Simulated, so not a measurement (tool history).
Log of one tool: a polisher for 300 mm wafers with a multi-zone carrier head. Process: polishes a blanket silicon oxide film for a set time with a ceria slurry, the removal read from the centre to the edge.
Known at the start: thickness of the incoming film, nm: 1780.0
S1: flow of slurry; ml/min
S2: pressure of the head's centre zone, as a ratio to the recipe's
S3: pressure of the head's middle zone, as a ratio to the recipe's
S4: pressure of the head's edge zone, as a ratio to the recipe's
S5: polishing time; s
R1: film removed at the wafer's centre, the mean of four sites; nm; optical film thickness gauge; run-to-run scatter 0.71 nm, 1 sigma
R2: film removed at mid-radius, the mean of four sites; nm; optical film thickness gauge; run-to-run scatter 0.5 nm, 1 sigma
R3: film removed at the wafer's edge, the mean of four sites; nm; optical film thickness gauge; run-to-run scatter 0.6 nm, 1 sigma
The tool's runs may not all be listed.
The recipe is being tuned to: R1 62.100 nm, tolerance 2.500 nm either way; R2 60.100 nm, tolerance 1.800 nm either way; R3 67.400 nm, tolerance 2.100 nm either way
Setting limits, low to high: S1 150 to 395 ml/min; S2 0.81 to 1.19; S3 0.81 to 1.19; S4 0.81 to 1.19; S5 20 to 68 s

run	hour	S1	S2	S3	S4	S5	R1	R2	R3
1	0.0	250	1.00	1.00	1.00	44	105.820	103.720	103.110
2	4.2	250	1.00	1.00	1.00	36	85.795	84.631	86.026
3	10.7	185	1.00	1.00	1.00	36	80.809	80.457	83.279
4	12.7	180	0.98	0.97	0.97	34	75.037	73.843	76.379
5	17.2	175	0.95	0.94	0.96	34	72.556	71.706	76.016
6	25.5	170	0.93	0.92	0.95	33	68.824	67.515	73.584
7	32.7	165	0.92	0.90	0.93	33	68.634	66.196	71.257
8	35.5	160	0.90	0.89	0.92	33	65.191	65.144	71.061
9	40.5	160	0.89	0.88	0.91	33	64.293	64.343	71.789
10	49.4	160	0.89	0.87	0.90	33	65.475	63.899	71.355
11	53.2	160	0.89	0.86	0.89	33	65.693	62.959	71.739

5 candidate next runs follow, results not yet known. Just one meets every target within its allowed miss. Identify it.
A	57.0	170	0.90	0.96	0.90	31	?	?	?
B	57.0	155	0.99	0.83	0.91	33	?	?	?
C	57.0	245	0.83	0.86	1.05	32	?	?	?
D	57.0	200	0.86	0.83	0.87	31	?	?	?
E	57.0	165	1.01	0.87	0.87	32	?	?	?

move	R1	R2	R3
A	60.683	66.277	65.619
B	68.522	61.284	69.332
C	62.461	66.281	76.275
D	60.305	60.541	66.150
E	68.689	62.619	66.481
A: gets the furthest-off result to its target, but another result is out of tolerance
B: gets the furthest-off result to its target, but another result is out of tolerance
C: lands further from the targets than the last run did
D: each result inside its tolerance
E: gets the furthest-off result to its target, but another result is out of tolerance
So the answer is move D, the one that meets all the targets.

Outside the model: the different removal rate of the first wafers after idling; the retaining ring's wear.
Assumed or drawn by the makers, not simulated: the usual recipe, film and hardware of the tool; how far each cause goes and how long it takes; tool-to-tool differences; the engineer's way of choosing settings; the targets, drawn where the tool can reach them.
